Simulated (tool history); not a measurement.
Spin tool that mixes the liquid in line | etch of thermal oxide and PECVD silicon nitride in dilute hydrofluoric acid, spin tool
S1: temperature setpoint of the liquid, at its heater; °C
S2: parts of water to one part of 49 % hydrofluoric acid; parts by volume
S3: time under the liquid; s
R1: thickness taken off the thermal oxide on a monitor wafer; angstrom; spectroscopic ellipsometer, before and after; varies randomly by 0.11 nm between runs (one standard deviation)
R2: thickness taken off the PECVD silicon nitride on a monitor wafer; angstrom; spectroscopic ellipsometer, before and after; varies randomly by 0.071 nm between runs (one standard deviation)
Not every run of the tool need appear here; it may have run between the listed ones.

run  hour    S1   S2   S3       R1      R2
  1   0.0  23.0  120  180   66.823  33.381
  2   7.7  22.5  105  180   76.590  37.112
  3  14.1  22.0   95  180   83.191  40.004
  4  16.2  23.5   95  180   88.530  43.441
  5  21.8  25.0   95  180   93.950  48.837
  6  26.6  25.0   60  180  157.560  76.041
  7  28.9  21.0   35  170  220.270  92.613
  8  34.7  20.5   40  170  188.120  80.456
  9  43.1  20.0   40  170  183.230  75.410

Run 10 comes next. What will it give?
 10  45.9  19.5  40  170   ?   ?

{"run 10": {"R1": 179.76, "R2": 74.086}}

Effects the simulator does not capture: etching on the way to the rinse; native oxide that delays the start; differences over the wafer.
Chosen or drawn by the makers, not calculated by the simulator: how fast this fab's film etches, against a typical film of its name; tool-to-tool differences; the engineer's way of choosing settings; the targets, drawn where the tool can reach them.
